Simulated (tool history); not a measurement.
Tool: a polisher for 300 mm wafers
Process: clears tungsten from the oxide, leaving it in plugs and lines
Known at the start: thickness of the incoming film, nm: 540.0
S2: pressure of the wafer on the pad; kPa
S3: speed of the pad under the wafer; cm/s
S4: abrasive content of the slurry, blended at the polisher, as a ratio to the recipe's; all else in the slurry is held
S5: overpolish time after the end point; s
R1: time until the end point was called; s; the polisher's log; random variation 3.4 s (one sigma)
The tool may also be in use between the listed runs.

run 1 hour=0.0 | flow_of_slurry_(ml/min)=185 S2=24.1 S3=108 S4=1.0 S5=5 | R1=111.81
run 2 hour=5.5 | flow_of_slurry_(ml/min)=185 S2=21.4 S3=106 S4=1.0 S5=5 | R1=130.26
run 3 hour=9.7 | flow_of_slurry_(ml/min)=185 S2=19.3 S3=104 S4=1.0 S5=5 | R1=144.44
run 4 hour=16.0 | flow_of_slurry_(ml/min)=165 S2=19.3 S3=104 S4=1.0 S5=5 | R1=144.82
run 5 hour=20.8 | flow_of_slurry_(ml/min)=165 S2=19.3 S3=104 S4=1.2 S5=5 | R1=140.71
run 6 hour=27.4 | flow_of_slurry_(ml/min)=165 S2=17.9 S3=102 S4=1.2 S5=5 | R1=156.74
run 7 hour=28.6 | flow_of_slurry_(ml/min)=165 S2=17.2 S3=102 S4=1.2 S5=5 | R1=161.60

The next listed run, before its measurement:
run 8 hour=36.3 | flow_of_slurry_(ml/min)=165 S2=16.5 S3=102 S4=1.2 S5=5 | R1=?

{"run 8": {"R1": 171.3}}

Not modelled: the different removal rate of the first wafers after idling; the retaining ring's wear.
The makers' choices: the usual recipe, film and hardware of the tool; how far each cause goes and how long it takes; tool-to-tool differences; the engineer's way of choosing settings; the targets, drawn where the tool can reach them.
